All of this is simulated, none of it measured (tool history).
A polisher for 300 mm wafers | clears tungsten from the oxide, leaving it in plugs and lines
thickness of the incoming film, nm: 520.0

| run | hour | flow of slurry (ml/min) | pressure of the wafer on the pad (psi) | speed of the pad under the wafer (cm/s) | abrasive content of the slurry | overpolish time after the end point (s) | time until the end point was called (s) |
|---|---|---|---|---|---|---|---|
| 1 | 0 | 180 | 3.7 | 142 | 1 | 3 | 75.85 |
| 2 | 4.3 | 180 | 3.4 | 140 | 1 | 3 | 79.636 |
| 3 | 11.3 | 180 | 3.4 | 160 | 1 | 3 | 72.122 |
| 4 | 17.1 | 180 | 4 | 160 | 1 | 3 | 60.476 |
|  | 18.1 | slurry nozzle cleaned |
| 5 | 18.1 | 180 | 4 | 160 | 1 | 3 | 55.854 |
| 6 | 24.6 | 180 | 4 | 160 | 1 | 3 | 57.4 |
| 7 | 25.2 | 180 | 3.7 | 158 | 1 | 3 | 63.393 |

Run 8 comes next. What will it give?
| 8 | 26.6 | 180 | 3.4 | 156 | 1 | 3 | ? |

Run 8 gave time until the end point was called (s) 70.326.

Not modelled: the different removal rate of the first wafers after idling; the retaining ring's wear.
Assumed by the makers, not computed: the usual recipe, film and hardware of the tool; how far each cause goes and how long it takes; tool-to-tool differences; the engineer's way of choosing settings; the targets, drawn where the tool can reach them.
